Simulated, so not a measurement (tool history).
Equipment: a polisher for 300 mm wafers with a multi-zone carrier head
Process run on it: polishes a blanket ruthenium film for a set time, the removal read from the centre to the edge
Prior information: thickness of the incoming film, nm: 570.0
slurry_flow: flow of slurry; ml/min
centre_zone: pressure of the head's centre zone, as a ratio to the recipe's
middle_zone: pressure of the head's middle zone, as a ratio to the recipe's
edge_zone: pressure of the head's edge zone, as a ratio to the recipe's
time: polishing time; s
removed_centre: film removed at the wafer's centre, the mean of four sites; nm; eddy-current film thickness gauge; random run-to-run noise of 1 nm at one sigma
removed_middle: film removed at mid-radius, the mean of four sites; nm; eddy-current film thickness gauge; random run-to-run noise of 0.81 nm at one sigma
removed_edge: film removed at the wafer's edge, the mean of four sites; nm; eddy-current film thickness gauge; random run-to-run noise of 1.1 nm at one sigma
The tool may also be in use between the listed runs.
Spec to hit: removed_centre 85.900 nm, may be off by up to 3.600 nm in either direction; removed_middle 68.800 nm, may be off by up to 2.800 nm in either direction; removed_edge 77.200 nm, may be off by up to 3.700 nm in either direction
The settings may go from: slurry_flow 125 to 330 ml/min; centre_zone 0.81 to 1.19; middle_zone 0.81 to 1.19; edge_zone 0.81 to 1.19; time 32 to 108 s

run	hour	slurry_flow	centre_zone	middle_zone	edge_zone	time	removed_centre	removed_middle	removed_edge
1	0.0	210	1.00	1.00	1.00	70	54.953	54.148	57.131
2	9.0	220	1.05	1.00	1.03	75	62.460	58.319	59.629
3	15.6	220	1.05	1.06	1.03	75	61.266	61.268	60.761
4	21.2	220	1.05	1.09	1.03	75	61.779	61.102	61.971
5	24.1	220	1.05	1.09	0.96	75	63.261	60.554	59.353
6	26.9	210	1.07	1.01	1.00	81	66.986	62.625	65.375
7	27.6	210	1.10	0.98	1.00	85	73.752	65.531	66.626
8	30.4	200	1.11	0.93	1.03	88	75.577	64.361	70.999
9	34.3	210	1.13	0.93	1.05	89	78.298	65.086	72.991

Exactly one of the 5 candidate moves below puts every result within its allowed miss. Which one?
A	38.2	170	0.97	0.93	1.13	102	?	?	?
B	38.2	160	1.12	0.84	1.18	105	?	?	?
C	38.2	190	1.17	0.90	1.03	97	?	?	?
D	38.2	180	1.05	0.89	1.18	97	?	?	?
E	38.2	235	1.12	0.95	1.02	96	?	?	?

move	removed_centre	removed_middle	removed_edge
A	74.678	72.766	84.639
B	86.358	69.483	88.370
C	86.181	69.151	78.118
D	77.218	68.035	82.915
E	85.230	73.287	78.863
A: lands further from the targets than the last run did
B: gets the furthest-off result to its target, but another result is out of tolerance
C: every result within its allowed miss
D: lands further from the targets than the last run did
E: gets the furthest-off result to its target, but another result is out of tolerance
Go with C: it meets all targets.
